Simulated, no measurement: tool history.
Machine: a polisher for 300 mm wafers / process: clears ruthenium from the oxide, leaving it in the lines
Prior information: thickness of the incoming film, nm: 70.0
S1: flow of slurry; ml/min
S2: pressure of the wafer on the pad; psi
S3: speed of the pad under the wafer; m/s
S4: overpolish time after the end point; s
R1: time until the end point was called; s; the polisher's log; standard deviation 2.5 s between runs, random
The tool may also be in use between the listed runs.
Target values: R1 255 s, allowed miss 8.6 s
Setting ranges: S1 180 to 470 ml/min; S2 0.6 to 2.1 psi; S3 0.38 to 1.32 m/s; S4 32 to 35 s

run	hour	S1	S2	S3	S4	R1
1	0	300	1.3	0.84	32	123.84
2	7.3	300	1.1	0.8	32	151.52
3	12.5	300	0.9	0.8	32	177.71
4	20.8	300	0.8	0.78	32	201.97
5	23.2	300	0.7	0.76	32	231.08
6	28.8	355	0.7	0.76	32	219.38
7	32	345	0.7	0.76	32	223.06
8	37.6	340	0.7	0.76	32	224.96
9	45.6	340	0.7	0.76	32	220.84
# hour 47.3: slurry nozzle cleaned
10	47.3	330	0.7	0.76	32	213.49

5 next moves are on the table. One of them brings every result within its allowed miss. Which?
A	49	295	0.6	0.66	32	?
B	49	365	0.9	0.82	34	?
C	49	295	0.6	0.72	32	?
D	49	355	0.7	0.68	32	?
E	49	340	0.6	0.64	34	?

move	R1
A	280.95
B	161.87
C	258.35
D	238.28
E	285.74
A: the result that was furthest off in the last run now lies on the other side of its target
B: lands further from the targets than the last run did
C: all results in spec
D: closes in on the targets versus the last run, not all within tolerance yet
E: the result that was furthest off in the last run now lies on the other side of its target
Go with C: it meets all targets.
